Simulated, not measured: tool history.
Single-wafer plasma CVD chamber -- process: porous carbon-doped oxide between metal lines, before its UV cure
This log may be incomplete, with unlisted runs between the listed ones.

run	hour	heater temperature setpoint (deg C)	RF power (W)	deposition time (s)	mean film thickness on the monitor wafer (angstrom)
1	0.0	320	405	58.5	2394.6
2	1.3	313	405	58.5	2478.2
3	2.8	307	405	58.5	2540.6
4	3.6	307	405	60.3	2635.1
5	6.4	302	405	60.3	2676.3
6	7.8	302	405	60.3	2674.0

Run 7 has not been measured yet. What should we expect?
7	9.6	300	410	60.3	?

Run 7 produced mean film thickness on the monitor wafer (angstrom) 2733.7.
